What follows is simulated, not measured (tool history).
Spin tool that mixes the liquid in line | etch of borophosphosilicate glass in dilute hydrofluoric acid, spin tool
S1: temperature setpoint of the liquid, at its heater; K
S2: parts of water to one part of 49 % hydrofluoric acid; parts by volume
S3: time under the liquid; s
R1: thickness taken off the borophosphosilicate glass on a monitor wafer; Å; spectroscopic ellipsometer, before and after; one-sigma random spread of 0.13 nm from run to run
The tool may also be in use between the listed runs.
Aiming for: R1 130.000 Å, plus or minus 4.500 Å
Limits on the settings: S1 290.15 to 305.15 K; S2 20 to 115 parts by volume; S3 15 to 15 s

| run | day | S1 | S2 | S3 | R1 |
|---|---|---|---|---|---|
| 1 | 0.000 | 297.15 | 65 | 15 | 79.326 |
| 2 | 0.271 | 297.15 | 65 | 15 | 77.319 |
| 3 | 0.350 | 298.15 | 65 | 15 | 82.327 |
| 4 | 0.596 | 296.15 | 65 | 15 | 75.995 |
| 5 | 0.867 | 293.15 | 65 | 15 | 67.410 |
| 6 | 1.196 | 294.65 | 65 | 15 | 71.559 |
| 7 | 1.533 | 296.15 | 65 | 15 | 76.872 |
| 8 | 1.771 | 296.15 | 65 | 15 | 76.217 |
| 9 | 1.925 | 297.15 | 65 | 15 | 80.301 |
| 10 | 2.046 | 301.15 | 55 | 15 | 112.390 |
| 11 | 2.142 | 301.65 | 55 | 15 | 113.560 |
| 12 | 2.238 | 302.15 | 55 | 15 | 116.110 |
| 13 | 2.292 | 302.65 | 55 | 15 | 118.080 |
| 14 | 2.333 | 303.15 | 55 | 15 | 119.870 |
| 15 | 2.533 | 303.65 | 55 | 15 | 121.920 |

Which single option among these 5 for the next run brings every result within its allowed miss of target? Just one does.
| A | 2.733 | 303.15 | 55 | 15 | ? |
| B | 2.733 | 304.65 | 50 | 15 | ? |
| C | 2.733 | 304.15 | 60 | 15 | ? |
| D | 2.733 | 305.15 | 55 | 15 | ? |
| E | 2.733 | 303.65 | 60 | 15 | ? |

| move | R1 |
|---|---|
| A | 121.170 |
| B | 142.410 |
| C | 114.590 |
| D | 130.940 |
| E | 112.400 |
A: further off than the last run
B: the result that was furthest off in the last run now lies on the other side of its target
C: further off than the last run
D: meets every target
E: further off than the last run
Answer: D

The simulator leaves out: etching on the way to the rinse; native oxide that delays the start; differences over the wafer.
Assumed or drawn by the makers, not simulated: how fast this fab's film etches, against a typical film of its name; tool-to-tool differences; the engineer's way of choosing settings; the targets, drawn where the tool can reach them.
